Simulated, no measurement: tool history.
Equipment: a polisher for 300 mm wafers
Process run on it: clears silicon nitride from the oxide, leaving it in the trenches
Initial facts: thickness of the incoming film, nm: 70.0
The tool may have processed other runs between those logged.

| run | hour | flow of slurry (ml/min) | pressure of the wafer on the pad (psi) | speed of the pad under the wafer (m/s) | overpolish time after the end point (s) | time until the end point was called (s) |
|---|---|---|---|---|---|---|
| 1 | 0.0 | 140 | 2.6 | 1.24 | 40 | 63.141 |
| 2 | 6.3 | 140 | 2.6 | 1.40 | 40 | 57.277 |
| 3 | 14.5 | 140 | 2.6 | 1.40 | 42 | 56.882 |
| 4 | 15.2 | 140 | 2.6 | 1.40 | 42 | 56.479 |
| 5 | 21.1 | 145 | 2.8 | 1.40 | 42 | 53.745 |
| 6 | 29.1 | 145 | 3.1 | 1.42 | 42 | 47.680 |
| 7 | 34.9 | 145 | 3.2 | 1.42 | 42 | 46.542 |

What does the tool deliver on the next run?
| 8 | 42.3 | 145 | 3.3 | 1.42 | 42 | ? |

time until the end point was called (s): 44.953
